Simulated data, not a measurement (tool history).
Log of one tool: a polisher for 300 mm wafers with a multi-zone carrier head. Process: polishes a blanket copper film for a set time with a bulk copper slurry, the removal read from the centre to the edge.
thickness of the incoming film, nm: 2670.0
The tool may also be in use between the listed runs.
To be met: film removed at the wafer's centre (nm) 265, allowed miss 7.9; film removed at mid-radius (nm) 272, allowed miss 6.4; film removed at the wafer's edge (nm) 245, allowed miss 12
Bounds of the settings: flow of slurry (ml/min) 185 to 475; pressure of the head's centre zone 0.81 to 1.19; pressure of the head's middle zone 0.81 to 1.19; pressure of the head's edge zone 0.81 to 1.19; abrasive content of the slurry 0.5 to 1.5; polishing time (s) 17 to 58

run	hour	flow of slurry (ml/min)	pressure of the head's centre zone	pressure of the head's middle zone	pressure of the head's edge zone	abrasive content of the slurry	polishing time (s)	film removed at the wafer's centre (nm)	film removed at mid-radius (nm)	film removed at the wafer's edge (nm)
1	0	305	1	1	1	1	37	240.84	240.35	232.11
2	3.3	320	1.02	1.03	1.01	1.05	37	244.61	247.87	245.33
3	9.5	320	0.94	1.03	1.01	1.05	37	226.76	247.37	242.83
4	12.2	325	0.99	1.06	0.99	1.05	37	237.97	253.21	241.73
5	17.7	325	0.99	1.06	0.99	1.2	37	244.41	264.21	249.21
6	20.3	325	0.99	1.06	1.07	1.2	37	246.95	261.34	260.09
7	25.6	325	1.02	1.07	1.03	1.2	37	254.84	269.04	252.89
8	33.8	320	1.04	1.07	1.02	1.2	37	257.64	262.56	248.64

4 next moves are on the table. One of them brings every result within its allowed miss. Which?
A	42	225	1.13	1.18	1.05	1.15	37	?	?	?
B	42	345	0.96	0.98	1.16	1.4	37	?	?	?
C	42	355	0.98	0.98	1.17	1.15	38	?	?	?
D	42	375	0.94	0.98	1.12	1.2	38	?	?	?

move	film removed at the wafer's centre (nm)	film removed at mid-radius (nm)	film removed at the wafer's edge (nm)
A	259.99	271.84	243.86
B	244.49	258.46	278.74
C	246.25	255.06	276.17
D	239.87	258.66	273.47
A: meets every target
B: further off than the last run
C: further off than the last run
D: further off than the last run
Answer: A
